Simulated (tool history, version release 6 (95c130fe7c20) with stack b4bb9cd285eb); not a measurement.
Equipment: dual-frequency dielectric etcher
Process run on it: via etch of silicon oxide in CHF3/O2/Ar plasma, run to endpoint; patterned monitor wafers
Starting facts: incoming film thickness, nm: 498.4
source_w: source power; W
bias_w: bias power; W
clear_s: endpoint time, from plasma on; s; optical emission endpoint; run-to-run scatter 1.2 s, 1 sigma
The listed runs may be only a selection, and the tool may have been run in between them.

run  hour  source_w  bias_w  clear_s
  1     0       680     199   250.11
  2     3       680     178    264.6
  3   9.9       660     177    265.7
  4  11.6       660     207   247.65
  5  16.5       610     204   254.35
  6  19.6       610     239   239.96

What will run 7 give?
  7  25.7       560     229        ?

{"run 7": {"clear_s": 248.57}}
